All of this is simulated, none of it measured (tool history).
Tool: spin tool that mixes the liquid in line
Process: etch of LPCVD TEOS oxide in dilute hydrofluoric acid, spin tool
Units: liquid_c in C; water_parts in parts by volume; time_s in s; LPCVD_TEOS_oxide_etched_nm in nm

{"run": 1, "day": 0.0, "liquid_c": 22.0, "water_parts": 160, "time_s": 15, "LPCVD_TEOS_oxide_etched_nm": 4.0898}
{"run": 2, "day": 0.317, "liquid_c": 24.5, "water_parts": 145, "time_s": 15, "LPCVD_TEOS_oxide_etched_nm": 4.9449}
{"run": 3, "day": 0.479, "liquid_c": 26.0, "water_parts": 145, "time_s": 15, "LPCVD_TEOS_oxide_etched_nm": 5.3572}
{"run": 4, "day": 0.788, "liquid_c": 27.0, "water_parts": 135, "time_s": 15, "LPCVD_TEOS_oxide_etched_nm": 5.9854}
{"run": 5, "day": 1.092, "liquid_c": 28.0, "water_parts": 130, "time_s": 15, "LPCVD_TEOS_oxide_etched_nm": 6.4356}
{"run": 6, "day": 1.171, "liquid_c": 28.5, "water_parts": 125, "time_s": 15, "LPCVD_TEOS_oxide_etched_nm": 6.8066}
{"run": 7, "day": 1.304, "liquid_c": 29.0, "water_parts": 120, "time_s": 15, "LPCVD_TEOS_oxide_etched_nm": 7.3446}

Forecast run 8:
{"run": 8, "day": 1.471, "liquid_c": 29.5, "water_parts": 120, "time_s": 15, "LPCVD_TEOS_oxide_etched_nm": "?"}

Run 8 gave LPCVD_TEOS_oxide_etched_nm 7.4998 nm.
